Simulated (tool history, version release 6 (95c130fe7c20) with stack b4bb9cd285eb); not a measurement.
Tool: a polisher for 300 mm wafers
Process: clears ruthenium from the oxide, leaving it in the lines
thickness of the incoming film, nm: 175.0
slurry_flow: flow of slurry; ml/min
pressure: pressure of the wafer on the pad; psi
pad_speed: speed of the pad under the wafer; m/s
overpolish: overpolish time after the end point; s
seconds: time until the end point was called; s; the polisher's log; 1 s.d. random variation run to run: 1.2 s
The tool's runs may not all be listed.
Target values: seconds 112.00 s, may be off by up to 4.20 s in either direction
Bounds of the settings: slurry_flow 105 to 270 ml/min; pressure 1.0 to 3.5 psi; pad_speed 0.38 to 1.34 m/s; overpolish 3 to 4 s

| run | day | slurry_flow | pressure | pad_speed | overpolish | seconds |
|---|---|---|---|---|---|---|
| 1 | 0.000 | 175 | 2.2 | 0.86 | 4 | 149.10 |
| 2 | 0.092 | 215 | 2.2 | 0.86 | 4 | 142.91 |
| 3 | 0.183 | 200 | 2.2 | 0.86 | 4 | 147.01 |
| 4 | 0.392 | 185 | 2.2 | 0.86 | 4 | 146.48 |
| 5 | 0.638 | 185 | 2.2 | 0.86 | 4 | 148.30 |
| 6 | 0.908 | 185 | 2.2 | 0.86 | 3 | 149.29 |
| 7 | 1.042 | 190 | 2.4 | 0.86 | 3 | 138.45 |
| 8 | 1.125 | 195 | 2.6 | 0.86 | 3 | 128.00 |
| 9 | 1.250 | 200 | 2.7 | 0.86 | 3 | 124.89 |
| 10 | 1.579 | 200 | 2.8 | 0.86 | 3 | 119.95 |
| 11 | 1.671 | 200 | 2.9 | 0.86 | 3 | 117.09 |

Consider the 4 candidate settings below. Which is the only one whose results all fall within their allowed miss of target?
| A | 1.762 | 200 | 3.0 | 0.80 | 3 | ? |
| B | 1.762 | 195 | 3.0 | 0.78 | 3 | ? |
| C | 1.762 | 260 | 3.5 | 0.74 | 4 | ? |
| D | 1.762 | 220 | 2.5 | 0.92 | 4 | ? |

| move | seconds |
|---|---|
| A | 121.41 |
| B | 124.64 |
| C | 111.66 |
| D | 122.33 |
A: moves away from the targets compared with the last run
B: moves away from the targets compared with the last run
C: hits every target within its allowed miss
D: moves away from the targets compared with the last run
The right move is C.
